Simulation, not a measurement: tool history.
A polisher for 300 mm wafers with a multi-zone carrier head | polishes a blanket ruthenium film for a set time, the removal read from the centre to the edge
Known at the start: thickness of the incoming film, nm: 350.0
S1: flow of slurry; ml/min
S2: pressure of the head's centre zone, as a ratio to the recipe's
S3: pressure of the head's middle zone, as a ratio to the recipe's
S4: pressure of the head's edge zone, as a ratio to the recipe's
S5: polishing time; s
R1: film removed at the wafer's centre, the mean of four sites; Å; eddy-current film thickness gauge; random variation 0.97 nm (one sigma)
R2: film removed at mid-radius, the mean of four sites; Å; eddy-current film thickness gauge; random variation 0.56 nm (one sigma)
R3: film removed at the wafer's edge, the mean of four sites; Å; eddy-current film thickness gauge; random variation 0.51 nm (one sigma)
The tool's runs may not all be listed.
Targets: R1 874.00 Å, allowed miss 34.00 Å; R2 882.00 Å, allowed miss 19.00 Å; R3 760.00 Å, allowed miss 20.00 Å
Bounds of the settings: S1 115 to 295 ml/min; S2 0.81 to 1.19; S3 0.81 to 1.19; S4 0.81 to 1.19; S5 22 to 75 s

run    day   S1    S2    S3    S4  S5      R1      R2      R3
  1  0.000  190  1.00  1.00  1.00  48  673.99  697.48  707.32
  2  0.267  190  1.00  0.93  1.00  48  682.99  648.60  718.42
  3  0.304  190  1.00  0.86  1.00  48  691.82  612.47  708.72
  4  0.425  200  1.03  0.91  0.99  48  722.85  643.52  699.87
  5  0.729  200  1.03  0.91  0.99  53  792.03  706.08  783.60
     0.800  -- slurry nozzle cleaned
  6  0.800  210  1.04  0.94  0.97  53  830.41  746.73  794.92
  7  0.862  260  1.01  1.04  0.87  48  727.69  755.65  691.57
  8  0.962  265  1.03  1.06  0.88  48  748.39  768.17  691.79
  9  1.171  265  1.04  1.08  0.90  48  759.59  786.68  700.97
 10  1.467  270  1.05  1.09  0.91  48  776.58  792.96  712.33

Which of these 4 next moves meets every target?
  A  1.762  275  1.11  1.00  0.99  48   ?   ?   ?
  B  1.762  260  0.94  0.94  1.09  48   ?   ?   ?
  C  1.762  265  0.96  1.19  0.83  48   ?   ?   ?
  D  1.762  285  1.08  1.11  0.85  53   ?   ?   ?

move      R1      R2      R3
   A  823.77  730.12  732.02
   B  692.53  690.16  764.34
   C  710.00  845.29  672.92
   D  888.62  884.14  755.19
A: further off than the last run
B: further off than the last run
C: as far off as the last run
D: meets every target
Answer: D
